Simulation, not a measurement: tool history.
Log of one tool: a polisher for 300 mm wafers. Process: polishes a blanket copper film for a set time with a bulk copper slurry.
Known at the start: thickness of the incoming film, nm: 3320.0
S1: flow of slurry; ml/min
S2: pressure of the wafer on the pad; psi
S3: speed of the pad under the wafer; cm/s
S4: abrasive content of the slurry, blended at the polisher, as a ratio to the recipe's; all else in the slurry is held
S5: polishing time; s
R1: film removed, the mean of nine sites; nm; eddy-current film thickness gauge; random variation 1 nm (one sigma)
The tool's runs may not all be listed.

run	day	S1	S2	S3	S4	S5	R1
1	0.000	270	2.2	96	1.0	22	165.38
2	0.138	270	2.0	96	1.0	22	151.56
3	0.412	270	1.9	96	1.0	22	145.29
4	0.754	270	1.8	96	1.0	22	137.53
5	0.896	270	2.2	96	1.0	22	168.48
6	1.079	270	2.5	96	1.0	22	191.03
7	1.275	270	2.3	96	1.0	22	174.29
8	1.412	270	2.1	96	1.0	22	160.27

Forecast run 9:
9	1.608	270	2.0	96	1.0	22	?

{"run 9": {"R1": 153.17}}
